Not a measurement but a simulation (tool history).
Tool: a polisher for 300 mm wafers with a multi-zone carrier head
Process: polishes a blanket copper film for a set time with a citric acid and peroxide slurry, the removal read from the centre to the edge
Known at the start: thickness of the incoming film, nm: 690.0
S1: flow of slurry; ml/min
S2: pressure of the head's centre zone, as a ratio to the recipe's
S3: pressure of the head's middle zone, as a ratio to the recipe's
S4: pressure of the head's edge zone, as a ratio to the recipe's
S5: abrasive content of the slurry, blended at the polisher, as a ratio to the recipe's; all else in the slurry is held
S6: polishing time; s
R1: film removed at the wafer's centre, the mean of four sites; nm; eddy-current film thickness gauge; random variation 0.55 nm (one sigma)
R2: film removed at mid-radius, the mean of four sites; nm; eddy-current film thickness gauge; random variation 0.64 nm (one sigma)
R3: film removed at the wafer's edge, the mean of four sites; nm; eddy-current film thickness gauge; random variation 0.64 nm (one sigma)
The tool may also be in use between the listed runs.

| run | hour | S1 | S2 | S3 | S4 | S5 | S6 | R1 | R2 | R3 |
|---|---|---|---|---|---|---|---|---|---|---|
| 1 | 0 | 150 | 1 | 1 | 1 | 1 | 55 | 91.165 | 97.075 | 89.157 |
| 2 | 5.6 | 165 | 1 | 1 | 1 | 1 | 55 | 95.713 | 95.73 | 91.109 |
| 3 | 10.2 | 155 | 0.97 | 0.97 | 0.97 | 0.85 | 53 | 85.18 | 86.927 | 82.98 |
| 4 | 10.9 | 145 | 0.94 | 0.96 | 0.94 | 0.75 | 51 | 75.943 | 80.282 | 76.808 |
| 5 | 11.8 | 145 | 0.94 | 0.91 | 0.94 | 0.75 | 51 | 75.594 | 77.578 | 76.3 |
| 6 | 13.7 | 145 | 0.94 | 0.91 | 0.99 | 0.75 | 51 | 75.74 | 76.988 | 78.018 |
| 7 | 19.4 | 135 | 0.92 | 0.92 | 0.95 | 0.7 | 50 | 71.615 | 73.635 | 73.664 |
| 8 | 24.8 | 130 | 0.89 | 0.94 | 0.92 | 0.65 | 49 | 65.659 | 71.496 | 70.884 |
| 9 | 27.4 | 120 | 0.89 | 1.01 | 0.82 | 0.5 | 45 | 56.708 | 64.667 | 57.231 |
| 10 | 34.5 | 125 | 0.88 | 1.01 | 0.84 | 0.5 | 45 | 56.758 | 65.033 | 58.776 |

Run 11 comes next. What will it give?
| 11 | 35.7 | 130 | 0.88 | 1.01 | 0.85 | 0.5 | 45 | ? | ? | ? |

{"run 11": {"R1": 58.693, "R2": 67.239, "R3": 58.588}}
